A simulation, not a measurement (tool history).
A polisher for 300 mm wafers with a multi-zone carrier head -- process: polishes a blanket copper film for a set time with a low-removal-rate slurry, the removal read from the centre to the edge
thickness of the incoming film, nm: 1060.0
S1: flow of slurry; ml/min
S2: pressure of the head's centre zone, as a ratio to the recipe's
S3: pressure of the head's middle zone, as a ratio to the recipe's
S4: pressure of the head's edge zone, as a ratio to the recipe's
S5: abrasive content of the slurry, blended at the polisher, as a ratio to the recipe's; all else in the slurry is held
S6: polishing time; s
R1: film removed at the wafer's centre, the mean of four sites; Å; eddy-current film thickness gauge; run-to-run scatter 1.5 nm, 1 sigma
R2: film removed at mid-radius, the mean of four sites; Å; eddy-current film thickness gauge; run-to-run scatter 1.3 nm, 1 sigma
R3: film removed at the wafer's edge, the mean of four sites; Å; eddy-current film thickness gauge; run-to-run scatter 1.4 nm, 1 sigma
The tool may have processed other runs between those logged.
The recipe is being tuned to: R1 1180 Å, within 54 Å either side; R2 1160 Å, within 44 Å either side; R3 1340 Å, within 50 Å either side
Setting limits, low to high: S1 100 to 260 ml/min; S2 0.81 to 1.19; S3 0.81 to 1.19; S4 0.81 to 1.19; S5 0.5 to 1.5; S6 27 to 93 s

Run 1, hour 0: S1 165 ml/min, S2 1, S3 1, S4 1, S5 1, S6 59 s. Result: R1 1067.2 Å, R2 1020.6 Å, R3 1030.4 Å.
Run 2, hour 7.8: S1 165 ml/min, S2 1, S3 1, S4 1, S5 1, S6 53 s. Result: R1 935 Å, R2 921.76 Å, R3 916.53 Å.
Run 3, hour 12.1: S1 165 ml/min, S2 0.94, S3 1, S4 1, S5 1, S6 53 s. Result: R1 904.58 Å, R2 934.68 Å, R3 926.35 Å.
Run 4, hour 16.9: S1 170 ml/min, S2 0.93, S3 0.98, S4 1.05, S5 1.15, S6 56 s. Result: R1 952.5 Å, R2 985.37 Å, R3 1025.9 Å.
Run 5, hour 25: S1 180 ml/min, S2 0.94, S3 0.97, S4 1.09, S5 1.25, S6 59 s. Result: R1 1057.6 Å, R2 1066.3 Å, R3 1156.5 Å.
Run 6, hour 32.5: S1 195 ml/min, S2 0.94, S3 0.97, S4 1.12, S5 1.3, S6 59 s. Result: R1 1067.6 Å, R2 1063.3 Å, R3 1175.9 Å.
Run 7, hour 36.3: S1 195 ml/min, S2 0.94, S3 0.97, S4 1.14, S5 1.35, S6 60 s. Result: R1 1076.9 Å, R2 1118.6 Å, R3 1191.3 Å.
Run 8, hour 38.3: S1 200 ml/min, S2 0.94, S3 0.95, S4 1.15, S5 1.4, S6 61 s. Result: R1 1157.6 Å, R2 1117.8 Å, R3 1238.3 Å.

Below are 5 possible settings for the next run. Only one of them brings all results inside the allowed miss of their targets. Which is it?
Run A, hour 40.3: S1 190 ml/min, S2 0.95, S3 0.83, S4 1.18, S5 1.25, S6 63 s. Result: R1 ?, R2 ?, R3 ?.
Run B, hour 40.3: S1 170 ml/min, S2 0.99, S3 1.05, S4 1.04, S5 1.35, S6 59 s. Result: R1 ?, R2 ?, R3 ?.
Run C, hour 40.3: S1 215 ml/min, S2 1, S3 1.03, S4 1.12, S5 1.45, S6 54 s. Result: R1 ?, R2 ?, R3 ?.
Run D, hour 40.3: S1 185 ml/min, S2 0.93, S3 0.92, S4 1.16, S5 1.25, S6 67 s. Result: R1 ?, R2 ?, R3 ?.
Run E, hour 40.3: S1 250 ml/min, S2 1.05, S3 1.11, S4 0.99, S5 1.5, S6 54 s. Result: R1 ?, R2 ?, R3 ?.

move      R1      R2      R3
   A  1163.1  995.82  1275.6
   B  1132.4  1132.5  1120.2
   C  1106.1  1072.6  1109.4
   D  1205.9  1148.4  1338.9
   E  1195.9  1173.4    1065
A: the biggest miss grows against the last run
B: the biggest miss grows against the last run
C: the biggest miss grows against the last run
D: meets every target
E: the biggest miss grows against the last run
D is the move that brings every result within its allowed miss.
